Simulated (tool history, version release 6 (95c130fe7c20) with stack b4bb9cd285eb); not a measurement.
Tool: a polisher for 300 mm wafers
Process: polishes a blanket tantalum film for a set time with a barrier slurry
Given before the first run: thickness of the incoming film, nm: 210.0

run  hour  flow of slurry (ml/min)  pressure of the wafer on the pad (kPa)  speed of the pad under the wafer (cm/s)  abrasive content of the slurry  polishing time (s)  film removed (angstrom)
  1     0                      145                                    13.8                                      112                               1                  22                   494.05
  2   4.1                      145                                    15.2                                      112                               1                  22                   541.89
  3   7.5                      145                                    17.2                                      112                               1                  22                   609.79
  4  11.9                      145                                    14.5                                      112                               1                  22                   524.65
  5  13.9                      145                                    14.5                                      112                               1                  22                   527.03
  6  21.8                      170                                    14.5                                      112                               1                  22                      539
  7  22.7                      165                                    13.1                                      112                               1                  22                   484.74
  8  30.6                      165                                    13.1                                      112                               1                  22                   483.26
  9  33.7                      165                                    11.7                                      112                               1                  22                   423.79
 10  40.9                      160                                      11                                      112                               1                  22                   402.08
 11    44                      155                                    10.3                                      112                               1                  22                    372.7
 12  49.7                      155                                    10.3                                      112                               1                  22                   376.31
 13  52.2                      150                                     9.7                                      112                               1                  22                   348.64

What will run 14 give?
 14  54.6                      145                                     9.7                                      112                               1                  22                        ?

Run 14 yielded film removed (angstrom) 356.31.
